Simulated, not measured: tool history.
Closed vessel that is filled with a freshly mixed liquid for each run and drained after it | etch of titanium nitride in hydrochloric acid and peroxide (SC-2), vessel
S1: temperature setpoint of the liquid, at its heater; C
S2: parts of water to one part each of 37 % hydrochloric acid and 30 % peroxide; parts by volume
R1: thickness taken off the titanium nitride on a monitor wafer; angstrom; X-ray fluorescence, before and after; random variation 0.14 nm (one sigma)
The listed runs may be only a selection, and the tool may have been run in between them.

run 1 hour=0 | S1=50 S2=10 time_in_the_liquid_(s)=1610 | R1=197.17
run 2 hour=3 | S1=53 S2=10 time_in_the_liquid_(s)=1610 | R1=242.39
run 3 hour=11.1 | S1=53 S2=10 time_in_the_liquid_(s)=1715 | R1=255.49
run 4 hour=18.9 | S1=53 S2=8 time_in_the_liquid_(s)=1715 | R1=306.78
run 5 hour=22.6 | S1=51.5 S2=8 time_in_the_liquid_(s)=1715 | R1=278.41
run 6 hour=24.4 | S1=51.5 S2=8 time_in_the_liquid_(s)=1610 | R1=261.27
run 7 hour=32.1 | S1=50.5 S2=8 time_in_the_liquid_(s)=1610 | R1=246.13
run 8 hour=33.7 | S1=49.5 S2=8 time_in_the_liquid_(s)=1610 | R1=228.35
run 9 hour=40.3 | S1=48.5 S2=8 time_in_the_liquid_(s)=1610 | R1=211.95
run 10 hour=44.6 | S1=48 S2=8 time_in_the_liquid_(s)=1610 | R1=206.54
run 11 hour=53.6 | S1=47.5 S2=8 time_in_the_liquid_(s)=1610 | R1=197.87

Predict the results of run 12:
run 12 hour=55.1 | S1=47 S2=8 time_in_the_liquid_(s)=1610 | R1=?

{"run 12": {"R1": 195.62}}

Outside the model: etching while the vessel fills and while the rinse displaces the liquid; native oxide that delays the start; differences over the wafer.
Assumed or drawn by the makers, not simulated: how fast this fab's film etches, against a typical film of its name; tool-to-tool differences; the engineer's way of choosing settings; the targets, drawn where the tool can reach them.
